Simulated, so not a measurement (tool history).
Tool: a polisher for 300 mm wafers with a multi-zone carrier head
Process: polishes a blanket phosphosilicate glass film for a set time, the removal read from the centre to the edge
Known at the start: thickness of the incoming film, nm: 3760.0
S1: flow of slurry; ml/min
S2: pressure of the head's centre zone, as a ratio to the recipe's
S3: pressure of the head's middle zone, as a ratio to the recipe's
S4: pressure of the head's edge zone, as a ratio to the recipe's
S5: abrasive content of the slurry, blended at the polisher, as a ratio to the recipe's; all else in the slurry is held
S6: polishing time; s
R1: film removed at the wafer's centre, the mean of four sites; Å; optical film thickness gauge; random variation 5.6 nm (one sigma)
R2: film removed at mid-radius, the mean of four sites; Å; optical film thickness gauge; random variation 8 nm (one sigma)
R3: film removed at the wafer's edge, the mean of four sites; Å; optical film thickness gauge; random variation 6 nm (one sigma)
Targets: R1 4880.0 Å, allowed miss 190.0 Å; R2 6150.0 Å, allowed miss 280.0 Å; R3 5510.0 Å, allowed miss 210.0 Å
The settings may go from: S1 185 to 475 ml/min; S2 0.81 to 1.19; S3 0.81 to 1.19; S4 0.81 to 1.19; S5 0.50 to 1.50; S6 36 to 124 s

Run 1, hour 0.0: S1 305 ml/min, S2 1.00, S3 1.00, S4 1.00, S5 1.00, S6 79 s. Result: R1 7510.7 Å, R2 7304.9 Å, R3 7544.4 Å.
Run 2, hour 3.0: S1 305 ml/min, S2 1.00, S3 1.00, S4 1.08, S5 1.00, S6 79 s. Result: R1 7568.7 Å, R2 7314.4 Å, R3 7758.3 Å.
Run 3, hour 7.8: S1 245 ml/min, S2 1.00, S3 1.00, S4 1.08, S5 1.00, S6 79 s. Result: R1 7218.0 Å, R2 7282.3 Å, R3 7705.3 Å.
Run 4, hour 10.4: S1 245 ml/min, S2 1.00, S3 1.00, S4 1.08, S5 0.85, S6 79 s. Result: R1 6782.7 Å, R2 6524.9 Å, R3 7038.9 Å.
Run 5, hour 11.2: S1 245 ml/min, S2 0.92, S3 1.00, S4 1.08, S5 0.85, S6 79 s. Result: R1 6383.4 Å, R2 6650.6 Å, R3 7167.2 Å.
Run 6, hour 15.1: S1 245 ml/min, S2 0.92, S3 1.00, S4 1.08, S5 0.85, S6 93 s. Result: R1 7452.2 Å, R2 7729.4 Å, R3 8383.2 Å.
Run 7, hour 21.6: S1 240 ml/min, S2 0.89, S3 1.06, S4 1.04, S5 0.75, S6 88 s. Result: R1 6470.2 Å, R2 7368.3 Å, R3 7237.2 Å.
Run 8, hour 24.7: S1 235 ml/min, S2 0.87, S3 1.08, S4 1.02, S5 0.65, S6 85 s. Result: R1 5616.9 Å, R2 6815.9 Å, R3 6586.3 Å.
Run 9, hour 27.2: S1 235 ml/min, S2 0.87, S3 1.09, S4 0.98, S5 0.60, S6 84 s. Result: R1 5299.8 Å, R2 6266.0 Å, R3 6126.8 Å.
Run 10, hour 32.9: S1 235 ml/min, S2 0.87, S3 1.12, S4 0.94, S5 0.60, S6 84 s. Result: R1 5389.6 Å, R2 6519.7 Å, R3 6052.4 Å.

4 next moves are on the table. One of them brings every result within its allowed miss. Which?
Run A, hour 38.6: S1 365 ml/min, S2 0.81, S3 0.81, S4 1.05, S5 0.50, S6 106 s. Result: R1 ?, R2 ?, R3 ?.
Run B, hour 38.6: S1 250 ml/min, S2 0.96, S3 1.11, S4 0.87, S5 0.65, S6 68 s. Result: R1 ?, R2 ?, R3 ?.
Run C, hour 38.6: S1 215 ml/min, S2 0.82, S3 1.19, S4 0.82, S5 0.65, S6 81 s. Result: R1 ?, R2 ?, R3 ?.
Run D, hour 38.6: S1 295 ml/min, S2 0.82, S3 1.09, S4 0.84, S5 0.50, S6 89 s. Result: R1 ?, R2 ?, R3 ?.

move      R1      R2      R3
   A  5839.6  5950.7  7488.1
   B  4947.3  5532.6  4989.2
   C  4942.6  6893.8  5740.9
   D  4880.7  6295.3  5667.7
A: further off than the last run
B: brings the result that was furthest off to its target, and leaves another outside
C: brings the result that was furthest off to its target, and leaves another outside
D: meets every target
The right move is D.

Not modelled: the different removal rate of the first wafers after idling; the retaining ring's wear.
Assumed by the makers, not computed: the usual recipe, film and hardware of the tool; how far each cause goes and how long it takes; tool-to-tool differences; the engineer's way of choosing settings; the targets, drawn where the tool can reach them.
